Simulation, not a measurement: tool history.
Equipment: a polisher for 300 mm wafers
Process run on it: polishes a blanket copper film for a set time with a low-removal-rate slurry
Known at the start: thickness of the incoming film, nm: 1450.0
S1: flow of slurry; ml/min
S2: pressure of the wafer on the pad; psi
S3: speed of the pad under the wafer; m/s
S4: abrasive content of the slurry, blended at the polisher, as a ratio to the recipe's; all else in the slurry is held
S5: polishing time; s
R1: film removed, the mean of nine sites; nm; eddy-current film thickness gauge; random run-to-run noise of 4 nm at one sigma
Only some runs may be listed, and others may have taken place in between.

run,hour,S1,S2,S3,S4,S5,R1
1,0.0,310,2.4,1.40,1.0,95,301.38
2,0.6,310,2.6,1.40,1.0,95,330.99
3,2.8,310,2.6,1.40,1.1,95,337.46
4,10.1,310,2.6,1.40,1.1,100,346.18
5,15.1,370,2.6,1.40,1.1,100,358.00
6,23.8,370,2.7,1.40,1.1,100,371.53

Run 7 is up next; what results do you expect?
7,28.5,370,2.8,1.40,1.1,100,?

Run 7 produced R1 381.23 nm.

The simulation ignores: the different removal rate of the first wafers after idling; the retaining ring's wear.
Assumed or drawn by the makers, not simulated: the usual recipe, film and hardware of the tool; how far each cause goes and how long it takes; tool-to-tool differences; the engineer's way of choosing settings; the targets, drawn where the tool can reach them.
